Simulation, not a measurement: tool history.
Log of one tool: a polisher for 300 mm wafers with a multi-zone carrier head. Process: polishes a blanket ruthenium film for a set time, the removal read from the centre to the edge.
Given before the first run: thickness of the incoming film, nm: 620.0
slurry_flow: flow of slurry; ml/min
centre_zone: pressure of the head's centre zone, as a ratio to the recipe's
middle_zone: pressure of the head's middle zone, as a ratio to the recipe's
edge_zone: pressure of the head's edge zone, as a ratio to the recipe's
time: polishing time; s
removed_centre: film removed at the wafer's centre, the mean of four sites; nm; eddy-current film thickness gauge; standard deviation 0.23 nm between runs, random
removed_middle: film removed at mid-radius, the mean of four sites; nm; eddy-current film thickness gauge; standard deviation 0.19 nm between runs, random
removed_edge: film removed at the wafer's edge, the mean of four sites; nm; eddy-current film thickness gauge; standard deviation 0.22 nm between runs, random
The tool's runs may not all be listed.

run 1 hour=0.0 | slurry_flow=220 centre_zone=1.00 middle_zone=1.00 edge_zone=1.00 time=30 | removed_centre=21.593 removed_middle=21.762 removed_edge=20.744
run 2 hour=4.8 | slurry_flow=170 centre_zone=1.00 middle_zone=1.00 edge_zone=1.00 time=30 | removed_centre=20.909 removed_middle=20.877 removed_edge=19.758
run 3 hour=10.8 | slurry_flow=210 centre_zone=1.06 middle_zone=1.02 edge_zone=1.03 time=32 | removed_centre=24.833 removed_middle=23.366 removed_edge=22.235
run 4 hour=13.0 | slurry_flow=245 centre_zone=1.10 middle_zone=1.05 edge_zone=1.08 time=32 | removed_centre=26.150 removed_middle=24.158 removed_edge=23.062
run 5 hour=14.6 | slurry_flow=245 centre_zone=1.10 middle_zone=1.05 edge_zone=1.08 time=29 | removed_centre=23.519 removed_middle=22.268 removed_edge=21.084
run 6 hour=18.8 | slurry_flow=245 centre_zone=1.10 middle_zone=0.99 edge_zone=1.08 time=29 | removed_centre=23.463 removed_middle=20.959 removed_edge=20.780
run 7 hour=26.2 | slurry_flow=260 centre_zone=1.13 middle_zone=1.03 edge_zone=1.10 time=31 | removed_centre=25.837 removed_middle=23.622 removed_edge=22.954
run 8 hour=34.0 | slurry_flow=255 centre_zone=1.15 middle_zone=1.04 edge_zone=1.09 time=33 | removed_centre=28.117 removed_middle=24.844 removed_edge=23.625
run 9 hour=35.2 | slurry_flow=265 centre_zone=1.16 middle_zone=1.05 edge_zone=1.11 time=34 | removed_centre=29.649 removed_middle=25.933 removed_edge=24.883
run 10 hour=36.8 | slurry_flow=280 centre_zone=1.17 middle_zone=1.06 edge_zone=1.12 time=34 | removed_centre=30.007 removed_middle=26.737 removed_edge=25.500
run 11 hour=41.7 | slurry_flow=290 centre_zone=1.18 middle_zone=1.06 edge_zone=1.12 time=34 | removed_centre=30.130 removed_middle=26.629 removed_edge=25.359
run 12 hour=47.9 | slurry_flow=285 centre_zone=1.18 middle_zone=1.06 edge_zone=1.12 time=35 | removed_centre=30.973 removed_middle=27.447 removed_edge=26.237
-- hour=54.2 edge zone pressure recalibrated
run 13 hour=54.2 | slurry_flow=285 centre_zone=1.19 middle_zone=1.06 edge_zone=1.11 time=36 | removed_centre=32.559 removed_middle=28.118 removed_edge=28.531
run 14 hour=62.8 | slurry_flow=275 centre_zone=1.19 middle_zone=1.07 edge_zone=1.13 time=36 | removed_centre=32.219 removed_middle=28.286 removed_edge=28.221
run 15 hour=63.7 | slurry_flow=280 centre_zone=1.19 middle_zone=1.07 edge_zone=1.11 time=36 | removed_centre=32.370 removed_middle=28.774 removed_edge=28.039

What will run 16 give?
run 16 hour=71.0 | slurry_flow=270 centre_zone=1.19 middle_zone=1.03 edge_zone=1.02 time=36 | removed_centre=? removed_middle=? removed_edge=?

{"run 16": {"removed_centre": 32.42, "removed_middle": 27.482, "removed_edge": 26.65}}

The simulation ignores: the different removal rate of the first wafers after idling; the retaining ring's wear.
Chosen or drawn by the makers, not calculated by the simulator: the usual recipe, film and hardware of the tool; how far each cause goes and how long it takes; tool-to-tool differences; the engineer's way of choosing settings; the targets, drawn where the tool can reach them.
